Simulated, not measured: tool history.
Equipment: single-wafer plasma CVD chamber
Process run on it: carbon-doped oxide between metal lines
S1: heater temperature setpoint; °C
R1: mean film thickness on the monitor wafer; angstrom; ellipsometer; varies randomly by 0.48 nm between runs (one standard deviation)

{"run": 1, "hour": 0.0, "S1": 350, "chamber pressure (mTorr)": 6000, "RF power (kW)": 0.615, "deposition time (s)": 22.8, "R1": 1320.1}
{"run": 2, "hour": 7.6, "S1": 350, "chamber pressure (mTorr)": 6000, "RF power (kW)": 0.615, "deposition time (s)": 23.6, "R1": 1359.5}
{"run": 3, "hour": 14.3, "S1": 350, "chamber pressure (mTorr)": 6520, "RF power (kW)": 0.615, "deposition time (s)": 23.6, "R1": 1374.0}
{"run": 4, "hour": 15.6, "S1": 350, "chamber pressure (mTorr)": 6520, "RF power (kW)": 0.7, "deposition time (s)": 23.6, "R1": 1506.6}
{"run": 5, "hour": 20.5, "S1": 351, "chamber pressure (mTorr)": 6450, "RF power (kW)": 0.655, "deposition time (s)": 23.5, "R1": 1423.3}
{"run": 6, "hour": 21.9, "S1": 347, "chamber pressure (mTorr)": 6450, "RF power (kW)": 0.655, "deposition time (s)": 23.5, "R1": 1442.8}

Predict the results of run 7:
{"run": 7, "hour": 24.2, "S1": 349, "chamber pressure (mTorr)": 6360, "RF power (kW)": 0.62, "deposition time (s)": 23.4, "R1": "?"}

{"run 7": {"R1": 1382.8}}
